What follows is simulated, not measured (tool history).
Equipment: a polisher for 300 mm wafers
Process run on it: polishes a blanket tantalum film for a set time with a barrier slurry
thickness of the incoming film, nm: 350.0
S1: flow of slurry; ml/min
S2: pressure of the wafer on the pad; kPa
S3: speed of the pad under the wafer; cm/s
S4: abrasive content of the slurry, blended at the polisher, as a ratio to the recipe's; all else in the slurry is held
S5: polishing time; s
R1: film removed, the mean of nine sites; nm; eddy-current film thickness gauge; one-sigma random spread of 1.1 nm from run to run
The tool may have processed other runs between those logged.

run 1 day=0.000 | S1=215 S2=15.2 S3=82 S4=1.0 S5=112 | R1=128.25
run 2 day=0.179 | S1=215 S2=17.2 S3=82 S4=1.0 S5=112 | R1=143.12
run 3 day=0.533 | S1=215 S2=17.2 S3=72 S4=1.0 S5=112 | R1=125.42
run 4 day=0.688 | S1=215 S2=17.2 S3=72 S4=1.0 S5=118 | R1=131.56
run 5 day=1.042 | S1=215 S2=17.2 S3=72 S4=1.0 S5=112 | R1=126.35
-- day=1.250 slurry blender recalibrated
run 6 day=1.250 | S1=215 S2=13.8 S3=72 S4=1.0 S5=112 | R1=112.80

Run 7 comes next. What will it give?
run 7 day=1.617 | S1=215 S2=13.1 S3=72 S4=1.0 S5=112 | R1=?

R1: 109.98 nm
